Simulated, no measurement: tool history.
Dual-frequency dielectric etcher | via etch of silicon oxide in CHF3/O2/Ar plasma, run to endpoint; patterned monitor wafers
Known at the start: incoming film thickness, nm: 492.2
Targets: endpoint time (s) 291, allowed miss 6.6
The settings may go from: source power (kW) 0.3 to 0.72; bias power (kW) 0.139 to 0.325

{"run": 1, "hour": 0.0, "source power (kW)": 0.51, "bias power (kW)": 0.232, "endpoint time (s)": 252.33}
{"run": 2, "hour": 1.3, "source power (kW)": 0.58, "bias power (kW)": 0.232, "endpoint time (s)": 238.03}
{"run": 3, "hour": 7.2, "source power (kW)": 0.65, "bias power (kW)": 0.232, "endpoint time (s)": 223.61}
{"run": 4, "hour": 12.3, "source power (kW)": 0.65, "bias power (kW)": 0.204, "endpoint time (s)": 235.81}
{"run": 5, "hour": 13.5, "source power (kW)": 0.62, "bias power (kW)": 0.201, "endpoint time (s)": 240.98}
{"run": 6, "hour": 17.2, "source power (kW)": 0.62, "bias power (kW)": 0.182, "endpoint time (s)": 248.03}
{"run": 7, "hour": 21.4, "source power (kW)": 0.6, "bias power (kW)": 0.179, "endpoint time (s)": 248.96}
{"run": 8, "hour": 24.9, "source power (kW)": 0.57, "bias power (kW)": 0.175, "endpoint time (s)": 259.66}

Which of these 5 next moves meets every target?
{"run": "A", "hour": 28.4, "source power (kW)": 0.46, "bias power (kW)": 0.141, "endpoint time (s)": "?"}
{"run": "B", "hour": 28.4, "source power (kW)": 0.61, "bias power (kW)": 0.285, "endpoint time (s)": "?"}
{"run": "C", "hour": 28.4, "source power (kW)": 0.51, "bias power (kW)": 0.139, "endpoint time (s)": "?"}
{"run": "D", "hour": 28.4, "source power (kW)": 0.5, "bias power (kW)": 0.173, "endpoint time (s)": "?"}
{"run": "E", "hour": 28.4, "source power (kW)": 0.42, "bias power (kW)": 0.156, "endpoint time (s)": "?"}

move=A endpoint_time_(s)=304.02
move=B endpoint_time_(s)=215.59
move=C endpoint_time_(s)=290.06
move=D endpoint_time_(s)=275.67
move=E endpoint_time_(s)=309.54
A: takes the result that was furthest off past its target
B: further off than the last run
C: meets every target
D: nearer than the last run, and not there yet
E: takes the result that was furthest off past its target
The right move is C.
